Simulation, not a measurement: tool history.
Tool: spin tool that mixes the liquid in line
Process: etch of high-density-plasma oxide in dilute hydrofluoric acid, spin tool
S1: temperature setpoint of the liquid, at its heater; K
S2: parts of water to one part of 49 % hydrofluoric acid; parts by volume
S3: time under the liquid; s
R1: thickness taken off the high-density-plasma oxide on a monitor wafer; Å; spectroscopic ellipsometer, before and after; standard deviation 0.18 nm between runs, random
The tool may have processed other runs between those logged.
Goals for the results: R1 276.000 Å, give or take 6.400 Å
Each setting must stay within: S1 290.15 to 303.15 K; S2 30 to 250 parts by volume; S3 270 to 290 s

run	hour	S1	S2	S3	R1
1	0.0	295.15	140	270	105.110
2	2.8	293.65	140	270	97.852
3	6.1	294.65	130	270	111.580
4	8.3	295.65	125	270	120.630
5	15.6	296.15	120	270	127.990
6	24.6	296.15	160	270	92.758
7	31.6	296.65	150	270	101.800
8	32.6	300.65	95	270	198.800
9	40.2	302.15	80	270	256.130
10	43.9	302.65	80	270	260.980
11	51.0	303.15	80	270	267.020
12	56.8	303.15	75	270	285.250

Which single option among these 4 for the next run brings every result within its allowed miss of target? Just one does.
A	62.6	302.65	85	285	?
B	62.6	301.65	80	280	?
C	62.6	302.65	80	270	?
D	62.6	303.15	80	280	?

move	R1
A	257.420
B	260.430
C	260.990
D	275.880
A: moves the result that the last run missed by most past its target, out the other side
B: moves the result that the last run missed by most past its target, out the other side
C: moves the result that the last run missed by most past its target, out the other side
D: all results in spec
Move D is the one to make.
